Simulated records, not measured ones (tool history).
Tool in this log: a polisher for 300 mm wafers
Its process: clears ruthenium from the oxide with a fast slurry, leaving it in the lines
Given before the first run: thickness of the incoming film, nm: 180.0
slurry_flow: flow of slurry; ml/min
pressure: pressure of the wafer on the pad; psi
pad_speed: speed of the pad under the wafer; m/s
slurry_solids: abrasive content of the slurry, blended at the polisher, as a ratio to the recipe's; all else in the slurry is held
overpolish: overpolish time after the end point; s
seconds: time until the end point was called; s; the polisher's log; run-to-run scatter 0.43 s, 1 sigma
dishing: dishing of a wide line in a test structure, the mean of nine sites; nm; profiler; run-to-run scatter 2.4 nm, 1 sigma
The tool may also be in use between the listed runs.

{"run": 1, "hour": 0.0, "slurry_flow": 135, "pressure": 3.0, "pad_speed": 0.94, "slurry_solids": 1.0, "overpolish": 22, "seconds": 40.928, "dishing": 86.129}
{"run": 2, "hour": 6.4, "slurry_flow": 135, "pressure": 3.0, "pad_speed": 1.08, "slurry_solids": 1.0, "overpolish": 22, "seconds": 36.676, "dishing": 94.446}
{"run": 3, "hour": 14.1, "slurry_flow": 135, "pressure": 3.0, "pad_speed": 0.98, "slurry_solids": 1.0, "overpolish": 22, "seconds": 39.96, "dishing": 89.925}
{"run": 4, "hour": 22.3, "slurry_flow": 135, "pressure": 3.0, "pad_speed": 1.16, "slurry_solids": 1.0, "overpolish": 22, "seconds": 35.796, "dishing": 98.388}
{"run": 5, "hour": 23.2, "slurry_flow": 135, "pressure": 2.5, "pad_speed": 1.16, "slurry_solids": 1.0, "overpolish": 22, "seconds": 38.476, "dishing": 88.39}
{"run": 6, "hour": 28.1, "slurry_flow": 135, "pressure": 2.5, "pad_speed": 1.14, "slurry_solids": 1.0, "overpolish": 25, "seconds": 39.4, "dishing": 99.906}

For run 7, what comes out?
{"run": 7, "hour": 34.1, "slurry_flow": 135, "pressure": 2.5, "pad_speed": 1.14, "slurry_solids": 1.0, "overpolish": 27, "seconds": "?", "dishing": "?"}

seconds: 40.382 s
dishing: 105.100 nm
